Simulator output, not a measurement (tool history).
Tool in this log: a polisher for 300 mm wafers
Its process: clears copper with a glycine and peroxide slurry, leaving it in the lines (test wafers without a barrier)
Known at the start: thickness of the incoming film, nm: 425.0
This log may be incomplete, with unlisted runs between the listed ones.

run,day,flow of slurry (ml/min),pressure of the wafer on the pad (kPa),speed of the pad under the wafer (m/s),overpolish time after the end point (s),time until the end point was called (s),dishing of a wide line in a test structure (angstrom)
1,0.000,225,17.9,0.78,16,124.88,282.66
2,0.250,225,17.9,0.68,16,137.32,268.65
3,0.604,225,17.9,0.84,16,116.69,292.32
4,0.662,225,17.9,0.70,16,135.85,279.19
# day 1.012: worn pad replaced by a new one
5,1.012,225,20.7,0.70,16,111.83,310.60
6,1.312,225,18.6,0.70,16,119.98,290.60

Estimate the outcome of run 7 from the log above:
7,1.546,160,13.8,0.68,8,?,?

{"run 7": {"time until the end point was called (s)": 162.75, "dishing of a wide line in a test structure (angstrom)": 142.39}}

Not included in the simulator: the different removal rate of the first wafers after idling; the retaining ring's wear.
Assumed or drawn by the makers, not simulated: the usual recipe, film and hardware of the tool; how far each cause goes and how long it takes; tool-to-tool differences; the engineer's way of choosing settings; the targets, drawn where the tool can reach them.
